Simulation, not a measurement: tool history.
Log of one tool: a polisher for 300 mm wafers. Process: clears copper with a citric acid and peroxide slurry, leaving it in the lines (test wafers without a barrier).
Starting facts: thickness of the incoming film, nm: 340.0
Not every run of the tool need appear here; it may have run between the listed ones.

run  hour  flow of slurry (ml/min)  pressure of the wafer on the pad (kPa)  speed of the pad under the wafer (m/s)  abrasive content of the slurry  overpolish time after the end point (s)  time until the end point was called (s)  dishing of a wide line in a test structure (angstrom)
  1   0.0                      295                                    26.9                                    1.34                            1.00                                       21                                   110.72                                                424.340
  2   5.6                      295                                    25.5                                    1.34                            1.00                                       19                                   116.69                                                368.950
  3  14.5                      295                                    25.5                                    1.34                            1.20                                       19                                   117.38                                                378.300
  4  21.6                      295                                    24.1                                    1.36                            1.15                                       18                                   120.66                                                344.540
  5  22.5                      290                                    22.8                                    1.38                            1.10                                       17                                   127.81                                                327.500
  6  25.5                      310                                    23.4                                    1.30                            1.05                                       16                                   130.00                                                289.030
  7  26.3                      325                                    24.1                                    1.22                            1.00                                       15                                   135.60                                                267.270
  8  27.2                      340                                    24.8                                    1.16                            0.95                                       14                                   138.96                                                246.100
  9  35.9                      355                                    25.5                                    1.12                            0.90                                       13                                   142.71                                                227.020
 10  41.4                      440                                    24.8                                    1.02                            0.65                                        6                                   162.01                                                 95.195

Run 11 has not been measured yet. What should we expect?
 11  48.3                      440                                    25.5                                    1.02                            0.65                                        6                                        ?                                                      ?

time until the end point was called (s): 153.33
dishing of a wide line in a test structure (angstrom): 97.753

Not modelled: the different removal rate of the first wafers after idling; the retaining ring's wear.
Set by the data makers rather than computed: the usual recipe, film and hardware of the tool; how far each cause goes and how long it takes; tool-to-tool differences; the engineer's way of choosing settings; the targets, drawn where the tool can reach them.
